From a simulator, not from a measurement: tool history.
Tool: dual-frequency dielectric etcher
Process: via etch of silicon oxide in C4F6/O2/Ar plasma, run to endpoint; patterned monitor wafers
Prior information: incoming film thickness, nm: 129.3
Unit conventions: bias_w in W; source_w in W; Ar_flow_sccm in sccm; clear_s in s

| run | hour | bias_w | source_w | Ar_flow_sccm | clear_s |
|---|---|---|---|---|---|
| 1 | 0.0 | 468 | 390 | 229 | 26.414 |
| 2 | 5.6 | 468 | 390 | 248 | 26.736 |
| 3 | 9.7 | 468 | 420 | 248 | 25.793 |
| 4 | 10.6 | 468 | 420 | 215 | 25.521 |
| 5 | 14.9 | 530 | 420 | 215 | 23.752 |
| 6 | 23.5 | 498 | 420 | 215 | 24.806 |
| 7 | 26.0 | 472 | 420 | 215 | 25.187 |
| 8 | 27.9 | 446 | 420 | 215 | 26.131 |
| 9 | 35.7 | 429 | 420 | 215 | 27.042 |
| 10 | 42.4 | 420 | 420 | 215 | 27.019 |
| 11 | 44.5 | 409 | 420 | 215 | 27.222 |
| 12 | 53.5 | 399 | 420 | 215 | 28.138 |
| 13 | 61.2 | 395 | 420 | 215 | 28.068 |
| 14 | 65.5 | 352 | 410 | 216 | 30.437 |
| 15 | 70.0 | 358 | 410 | 216 | 30.066 |
| 16 | 77.8 | 363 | 410 | 216 | 29.846 |
| 17 | 82.7 | 399 | 420 | 215 | 27.841 |

Run 18 has not been measured yet. What should we expect?
| 18 | 84.2 | 393 | 420 | 215 | ? |

clear_s: 28.171 s

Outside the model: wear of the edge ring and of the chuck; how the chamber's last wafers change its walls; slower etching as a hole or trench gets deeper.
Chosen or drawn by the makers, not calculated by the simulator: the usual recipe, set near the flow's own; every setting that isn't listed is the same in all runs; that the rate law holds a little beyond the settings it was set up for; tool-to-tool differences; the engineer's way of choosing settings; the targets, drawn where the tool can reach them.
